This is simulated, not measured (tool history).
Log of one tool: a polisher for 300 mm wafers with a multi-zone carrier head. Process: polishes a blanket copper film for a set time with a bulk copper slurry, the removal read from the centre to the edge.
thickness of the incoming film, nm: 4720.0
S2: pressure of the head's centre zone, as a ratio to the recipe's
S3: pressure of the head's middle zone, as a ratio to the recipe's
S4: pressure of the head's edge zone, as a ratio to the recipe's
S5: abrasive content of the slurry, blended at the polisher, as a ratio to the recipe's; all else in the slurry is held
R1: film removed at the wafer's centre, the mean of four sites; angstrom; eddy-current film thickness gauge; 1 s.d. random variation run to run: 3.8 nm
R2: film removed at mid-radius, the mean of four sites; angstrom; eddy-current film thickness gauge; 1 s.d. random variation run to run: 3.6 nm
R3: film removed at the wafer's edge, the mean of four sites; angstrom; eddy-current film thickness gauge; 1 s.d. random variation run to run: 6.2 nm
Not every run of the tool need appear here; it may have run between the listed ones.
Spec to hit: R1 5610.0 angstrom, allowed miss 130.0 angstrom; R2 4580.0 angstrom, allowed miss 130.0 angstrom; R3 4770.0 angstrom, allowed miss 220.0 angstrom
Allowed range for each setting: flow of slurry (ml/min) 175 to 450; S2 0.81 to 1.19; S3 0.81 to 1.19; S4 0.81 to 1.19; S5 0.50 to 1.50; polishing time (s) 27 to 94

{"run": 1, "hour": 0.0, "flow of slurry (ml/min)": 290, "S2": 1.0, "S3": 1.0, "S4": 1.0, "S5": 1.0, "polishing time (s)": 60, "R1": 4199.9, "R2": 4309.9, "R3": 4133.0}
{"run": 2, "hour": 5.0, "flow of slurry (ml/min)": 290, "S2": 1.0, "S3": 1.0, "S4": 1.09, "S5": 1.0, "polishing time (s)": 60, "R1": 4237.5, "R2": 4373.3, "R3": 4374.5}
{"run": 3, "hour": 8.4, "flow of slurry (ml/min)": 305, "S2": 1.04, "S3": 1.0, "S4": 1.1, "S5": 1.05, "polishing time (s)": 60, "R1": 4517.2, "R2": 4359.1, "R3": 4497.6}
{"run": 4, "hour": 17.1, "flow of slurry (ml/min)": 315, "S2": 1.07, "S3": 1.01, "S4": 1.1, "S5": 1.05, "polishing time (s)": 60, "R1": 4615.7, "R2": 4406.2, "R3": 4437.7}
{"run": 5, "hour": 24.4, "flow of slurry (ml/min)": 315, "S2": 1.07, "S3": 1.01, "S4": 1.16, "S5": 1.05, "polishing time (s)": 60, "R1": 4564.5, "R2": 4333.9, "R3": 4557.2}
{"run": 6, "hour": 26.3, "flow of slurry (ml/min)": 315, "S2": 1.07, "S3": 1.01, "S4": 1.16, "S5": 1.05, "polishing time (s)": 71, "R1": 5407.8, "R2": 5207.0, "R3": 5310.3}
{"run": 7, "hour": 32.3, "flow of slurry (ml/min)": 310, "S2": 1.09, "S3": 0.99, "S4": 1.14, "S5": 1.0, "polishing time (s)": 71, "R1": 5461.1, "R2": 5104.3, "R3": 5336.4}
{"run": 8, "hour": 34.2, "flow of slurry (ml/min)": 320, "S2": 1.11, "S3": 0.98, "S4": 1.11, "S5": 0.95, "polishing time (s)": 70, "R1": 5454.9, "R2": 4953.4, "R3": 5179.3}
{"run": 9, "hour": 43.0, "flow of slurry (ml/min)": 320, "S2": 1.13, "S3": 0.97, "S4": 1.09, "S5": 0.9, "polishing time (s)": 70, "R1": 5563.3, "R2": 4851.9, "R3": 5062.3}
{"run": 10, "hour": 50.9, "flow of slurry (ml/min)": 320, "S2": 1.14, "S3": 0.96, "S4": 1.08, "S5": 0.9, "polishing time (s)": 70, "R1": 5552.5, "R2": 4763.8, "R3": 5016.6}
{"run": 11, "hour": 52.6, "flow of slurry (ml/min)": 320, "S2": 1.14, "S3": 0.96, "S4": 1.08, "S5": 0.9, "polishing time (s)": 70, "R1": 5446.8, "R2": 4808.3, "R3": 4879.9}
{"run": 12, "hour": 59.4, "flow of slurry (ml/min)": 320, "S2": 1.15, "S3": 0.95, "S4": 1.08, "S5": 0.9, "polishing time (s)": 70, "R1": 5570.0, "R2": 4773.8, "R3": 5036.7}
{"run": 13, "hour": 66.0, "flow of slurry (ml/min)": 320, "S2": 1.16, "S3": 0.95, "S4": 1.07, "S5": 0.9, "polishing time (s)": 70, "R1": 5646.5, "R2": 4775.4, "R3": 5069.0}
{"run": 14, "hour": 68.3, "flow of slurry (ml/min)": 325, "S2": 1.16, "S3": 0.95, "S4": 1.06, "S5": 0.85, "polishing time (s)": 70, "R1": 5588.0, "R2": 4698.0, "R3": 5000.6}
{"run": 15, "hour": 73.4, "flow of slurry (ml/min)": 320, "S2": 1.17, "S3": 0.95, "S4": 1.05, "S5": 0.85, "polishing time (s)": 70, "R1": 5582.6, "R2": 4734.3, "R3": 5048.1}

Consider the 4 candidate settings below. Which is the only one whose results all fall within their allowed miss of target?
{"run": "A", "hour": 78.5, "flow of slurry (ml/min)": 195, "S2": 1.15, "S3": 0.92, "S4": 1.17, "S5": 0.65, "polishing time (s)": 81, "R1": "?", "R2": "?", "R3": "?"}
{"run": "B", "hour": 78.5, "flow of slurry (ml/min)": 335, "S2": 1.19, "S3": 0.95, "S4": 1.04, "S5": 0.75, "polishing time (s)": 69, "R1": "?", "R2": "?", "R3": "?"}
{"run": "C", "hour": 78.5, "flow of slurry (ml/min)": 205, "S2": 1.14, "S3": 0.88, "S4": 1.14, "S5": 0.65, "polishing time (s)": 79, "R1": "?", "R2": "?", "R3": "?"}
{"run": "D", "hour": 78.5, "flow of slurry (ml/min)": 350, "S2": 1.13, "S3": 1.01, "S4": 0.98, "S5": 0.9, "polishing time (s)": 67, "R1": "?", "R2": "?", "R3": "?"}

move=A R1=5822.9 R2=4783.4 R3=5475.7
move=B R1=5648.7 R2=4581.8 R3=4724.6
move=C R1=5687.1 R2=4536.2 R3=5306.0
move=D R1=5394.6 R2=4830.2 R3=4586.4
A: the biggest miss grows against the last run
B: all results land within tolerance of their targets
C: the biggest miss grows against the last run
D: puts the biggest miss on target and leaves a different result outside tolerance
Correct choice: B, which meets every target

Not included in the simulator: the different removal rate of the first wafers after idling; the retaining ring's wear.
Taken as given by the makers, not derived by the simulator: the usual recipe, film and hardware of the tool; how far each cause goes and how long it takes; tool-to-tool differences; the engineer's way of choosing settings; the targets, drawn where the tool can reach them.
